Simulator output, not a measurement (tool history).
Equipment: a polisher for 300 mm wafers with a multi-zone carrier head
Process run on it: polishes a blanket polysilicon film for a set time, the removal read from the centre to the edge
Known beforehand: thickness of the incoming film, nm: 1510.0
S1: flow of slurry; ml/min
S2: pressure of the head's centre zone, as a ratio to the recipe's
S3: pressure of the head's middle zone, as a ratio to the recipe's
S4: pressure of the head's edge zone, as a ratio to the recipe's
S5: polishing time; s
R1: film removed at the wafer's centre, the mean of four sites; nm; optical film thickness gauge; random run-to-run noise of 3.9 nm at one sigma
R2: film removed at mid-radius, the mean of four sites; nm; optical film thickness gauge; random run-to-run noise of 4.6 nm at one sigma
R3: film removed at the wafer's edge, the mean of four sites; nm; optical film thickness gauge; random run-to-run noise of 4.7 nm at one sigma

run 1 hour=0.0 | S1=205 S2=1.00 S3=1.00 S4=1.00 S5=39 | R1=322.39 R2=315.53 R3=315.94
run 2 hour=5.2 | S1=220 S2=0.99 S3=1.05 S4=1.02 S5=42 | R1=346.52 R2=362.69 R3=344.29
run 3 hour=13.0 | S1=230 S2=0.99 S3=1.09 S4=1.05 S5=44 | R1=372.46 R2=392.71 R3=360.14
run 4 hour=21.0 | S1=230 S2=0.96 S3=1.11 S4=1.06 S5=46 | R1=379.18 R2=426.04 R3=387.52
run 5 hour=22.4 | S1=210 S2=0.96 S3=1.11 S4=1.06 S5=46 | R1=369.24 R2=408.40 R3=377.46
run 6 hour=24.5 | S1=210 S2=1.04 S3=1.11 S4=1.06 S5=46 | R1=400.18 R2=415.10 R3=375.71
run 7 hour=29.8 | S1=225 S2=1.01 S3=1.13 S4=1.08 S5=47 | R1=401.23 R2=439.01 R3=383.44

Run 8, settings as shown, results not yet in. Your forecast:
run 8 hour=33.2 | S1=235 S2=0.98 S3=1.13 S4=1.09 S5=48 | R1=? R2=? R3=?

Logged for run 8: R1 398.80 nm, R2 442.67 nm, R3 402.02 nm.
